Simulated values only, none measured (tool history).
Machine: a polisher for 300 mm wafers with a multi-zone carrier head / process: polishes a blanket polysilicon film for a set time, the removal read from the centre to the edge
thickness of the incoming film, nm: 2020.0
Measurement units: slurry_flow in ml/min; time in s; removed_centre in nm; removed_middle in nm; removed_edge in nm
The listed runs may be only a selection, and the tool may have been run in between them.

run	hour	slurry_flow	centre_zone	middle_zone	edge_zone	time	removed_centre	removed_middle	removed_edge
1	0.0	290	1.00	1.00	1.00	81	532.15	540.16	544.25
2	2.1	290	0.94	1.00	1.00	81	497.98	530.04	538.44
3	8.8	285	0.91	1.02	0.99	78	464.55	526.07	525.71
4	15.1	285	0.83	1.02	0.99	78	423.97	537.60	518.86
5	20.0	285	0.83	1.02	0.97	75	414.71	521.10	490.58
6	23.6	285	0.83	1.02	0.97	88	474.65	588.78	574.94
7	29.3	280	0.83	1.02	0.96	83	454.16	559.50	554.62
8	35.0	285	0.83	1.02	0.96	79	429.03	537.53	522.12
9	39.4	290	0.83	1.03	0.96	75	408.33	524.45	495.07

Estimate the outcome of run 10 from the log above:
10	44.6	290	0.83	1.03	0.95	72	?	?	?

{"run 10": {"removed_centre": 388.41, "removed_middle": 494.77, "removed_edge": 478.8}}
